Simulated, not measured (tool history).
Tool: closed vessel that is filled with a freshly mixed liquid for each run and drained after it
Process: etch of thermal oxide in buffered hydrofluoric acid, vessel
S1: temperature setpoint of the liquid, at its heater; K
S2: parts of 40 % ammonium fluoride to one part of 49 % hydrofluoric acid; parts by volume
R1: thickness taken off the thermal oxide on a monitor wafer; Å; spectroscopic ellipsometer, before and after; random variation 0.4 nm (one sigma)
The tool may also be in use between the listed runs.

{"run": 1, "day": 0.0, "S1": 295.15, "S2": 18.0, "time in the liquid (s)": 35, "R1": 214.19}
{"run": 2, "day": 0.162, "S1": 295.15, "S2": 22.5, "time in the liquid (s)": 35, "R1": 175.62}
{"run": 3, "day": 0.529, "S1": 296.65, "S2": 21.0, "time in the liquid (s)": 35, "R1": 205.62}
{"run": 4, "day": 0.696, "S1": 298.65, "S2": 21.0, "time in the liquid (s)": 35, "R1": 224.46}
{"run": 5, "day": 1.004, "S1": 299.65, "S2": 19.5, "time in the liquid (s)": 35, "R1": 250.52}
{"run": 6, "day": 1.25, "S1": 299.65, "S2": 22.0, "time in the liquid (s)": 35, "R1": 227.99}
{"day": 1.617, "done": "thermometer replaced"}
{"run": 7, "day": 1.617, "S1": 299.65, "S2": 22.0, "time in the liquid (s)": 35, "R1": 203.82}
{"run": 8, "day": 1.992, "S1": 300.15, "S2": 20.5, "time in the liquid (s)": 35, "R1": 218.6}
{"run": 9, "day": 2.092, "S1": 300.65, "S2": 18.0, "time in the liquid (s)": 35, "R1": 252.55}
{"run": 10, "day": 2.162, "S1": 300.65, "S2": 18.0, "time in the liquid (s)": 35, "R1": 258.75}
{"run": 11, "day": 2.358, "S1": 301.15, "S2": 16.0, "time in the liquid (s)": 35, "R1": 290.83}

Forecast run 12:
{"run": 12, "day": 2.688, "S1": 301.65, "S2": 15.0, "time in the liquid (s)": 35, "R1": "?"}

R1: 318.56 Å

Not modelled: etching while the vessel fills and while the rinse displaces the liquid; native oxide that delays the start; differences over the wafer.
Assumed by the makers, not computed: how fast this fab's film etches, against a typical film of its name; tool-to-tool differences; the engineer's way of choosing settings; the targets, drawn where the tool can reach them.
